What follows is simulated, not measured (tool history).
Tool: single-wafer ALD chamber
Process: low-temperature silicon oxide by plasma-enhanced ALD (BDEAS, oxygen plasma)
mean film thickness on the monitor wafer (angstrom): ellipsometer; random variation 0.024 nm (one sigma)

run,hour,heater temperature setpoint (K),number of ALD cycles (cycles),mean film thickness on the monitor wafer (angstrom)
1,0,383.15,27,37.501
2,4.5,383.15,25,34.48
3,13.4,383.15,23,32.138
4,18.5,383.15,22,30.637
5,21.4,382.15,25,34.426
6,29.5,382.15,27,37.652
7,31.4,382.15,27,37.406
8,36.4,382.15,28,39.009

Forecast run 9:
9,38.9,380.15,32,?

Run 9 gave mean film thickness on the monitor wafer (angstrom) 44.77.

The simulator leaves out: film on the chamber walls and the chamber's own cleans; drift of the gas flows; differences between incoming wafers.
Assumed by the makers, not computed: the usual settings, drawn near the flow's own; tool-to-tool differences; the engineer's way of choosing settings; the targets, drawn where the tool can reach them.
